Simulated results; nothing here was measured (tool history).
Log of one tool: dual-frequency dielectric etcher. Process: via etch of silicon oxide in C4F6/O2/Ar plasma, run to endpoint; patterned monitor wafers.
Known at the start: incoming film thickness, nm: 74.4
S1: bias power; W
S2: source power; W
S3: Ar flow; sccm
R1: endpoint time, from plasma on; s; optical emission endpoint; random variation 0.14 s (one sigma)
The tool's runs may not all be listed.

run  hour   S1   S2   S3      R1
  1     0  374  390  218  18.542
  2   2.1  402  410  216  17.813
  3   6.3  402  340  216  19.298
  4  13.3  402  340  199   19.12
  5  20.9  402  340  228  18.954
  6  22.6  428  370  231  17.631
  7    25  445  380  232  17.389

Forecast run 8:
  8  31.1  461  390  233   ?

R1: 16.904 s
